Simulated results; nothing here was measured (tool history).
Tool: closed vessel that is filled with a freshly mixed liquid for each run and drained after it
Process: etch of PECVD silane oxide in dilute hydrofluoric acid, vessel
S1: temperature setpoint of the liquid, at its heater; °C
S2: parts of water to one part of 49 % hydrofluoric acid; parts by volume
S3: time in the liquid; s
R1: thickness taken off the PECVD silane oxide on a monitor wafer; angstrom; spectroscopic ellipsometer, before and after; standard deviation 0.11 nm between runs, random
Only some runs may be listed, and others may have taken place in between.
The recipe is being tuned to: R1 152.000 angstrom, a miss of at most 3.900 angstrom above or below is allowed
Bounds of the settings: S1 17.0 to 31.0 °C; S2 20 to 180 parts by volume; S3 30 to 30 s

run 1 hour=0.0 | S1=23.0 S2=100 S3=30 | R1=96.632
run 2 hour=1.5 | S1=25.5 S2=95 S3=30 | R1=114.580
run 3 hour=5.5 | S1=27.0 S2=95 S3=30 | R1=119.880
run 4 hour=6.8 | S1=27.0 S2=95 S3=30 | R1=119.810
run 5 hour=14.5 | S1=28.0 S2=90 S3=30 | R1=133.170
run 6 hour=18.9 | S1=29.0 S2=90 S3=30 | R1=137.190
run 7 hour=27.3 | S1=29.5 S2=90 S3=30 | R1=143.400
run 8 hour=34.2 | S1=30.0 S2=90 S3=30 | R1=144.310

Pick the move, out of 5, that brings all results within their allowed miss; only one does.
run A hour=41.1 | S1=28.0 S2=80 S3=30 | R1=?
run B hour=41.1 | S1=31.0 S2=100 S3=30 | R1=?
run C hour=41.1 | S1=30.5 S2=90 S3=30 | R1=?
run D hour=41.1 | S1=29.0 S2=80 S3=30 | R1=?
run E hour=41.1 | S1=27.5 S2=75 S3=30 | R1=?

move=A R1=152.410
move=B R1=132.820
move=C R1=146.960
move=D R1=158.420
move=E R1=160.540
A: all results land within tolerance of their targets
B: its largest miss is bigger than the last run's
C: moves toward the targets from the last run without getting all of them in spec
D: moves the result that the last run missed by most past its target, out the other side
E: moves the result that the last run missed by most past its target, out the other side
Answer: A
